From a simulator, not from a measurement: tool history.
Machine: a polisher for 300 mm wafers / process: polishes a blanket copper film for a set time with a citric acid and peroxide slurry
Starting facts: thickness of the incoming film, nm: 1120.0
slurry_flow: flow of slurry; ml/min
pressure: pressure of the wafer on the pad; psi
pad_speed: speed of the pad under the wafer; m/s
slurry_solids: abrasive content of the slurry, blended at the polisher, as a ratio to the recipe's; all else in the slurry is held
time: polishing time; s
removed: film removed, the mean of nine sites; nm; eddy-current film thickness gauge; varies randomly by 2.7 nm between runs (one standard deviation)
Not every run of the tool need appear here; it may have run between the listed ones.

run,day,slurry_flow,pressure,pad_speed,slurry_solids,time,removed
1,0.000,170,2.2,1.20,1.0,113,215.50
2,0.200,170,2.2,1.36,1.0,113,238.76
3,0.338,175,2.4,1.36,1.0,113,264.09
4,0.517,175,2.4,1.36,0.9,113,251.66
5,0.592,195,2.4,1.36,0.9,113,259.36
6,0.721,200,2.5,1.36,0.9,113,271.72

Run 7, settings as shown, results not yet in. Your forecast:
7,0.992,205,2.6,1.36,0.9,113,?

{"run 7": {"removed": 280.74}}
